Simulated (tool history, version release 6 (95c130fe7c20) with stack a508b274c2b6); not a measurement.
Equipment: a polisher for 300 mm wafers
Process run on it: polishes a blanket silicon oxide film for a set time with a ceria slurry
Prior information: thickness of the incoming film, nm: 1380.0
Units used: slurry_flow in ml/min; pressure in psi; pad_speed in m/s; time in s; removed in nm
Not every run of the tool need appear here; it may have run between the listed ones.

{"run": 1, "day": 0.0, "slurry_flow": 295, "pressure": 4.2, "pad_speed": 1.24, "time": 32, "removed": 185.71}
{"run": 2, "day": 0.162, "slurry_flow": 295, "pressure": 4.9, "pad_speed": 1.24, "time": 32, "removed": 214.18}
{"run": 3, "day": 0.392, "slurry_flow": 295, "pressure": 4.5, "pad_speed": 1.22, "time": 32, "removed": 198.78}
{"run": 4, "day": 0.417, "slurry_flow": 295, "pressure": 4.2, "pad_speed": 1.22, "time": 32, "removed": 182.25}
{"run": 5, "day": 0.721, "slurry_flow": 295, "pressure": 4.0, "pad_speed": 1.22, "time": 32, "removed": 172.45}
{"run": 6, "day": 1.092, "slurry_flow": 295, "pressure": 3.9, "pad_speed": 1.22, "time": 32, "removed": 173.83}

What does the tool deliver on the next run?
{"run": 7, "day": 1.175, "slurry_flow": 295, "pressure": 3.7, "pad_speed": 1.22, "time": 32, "removed": "?"}

removed: 162.74 nm
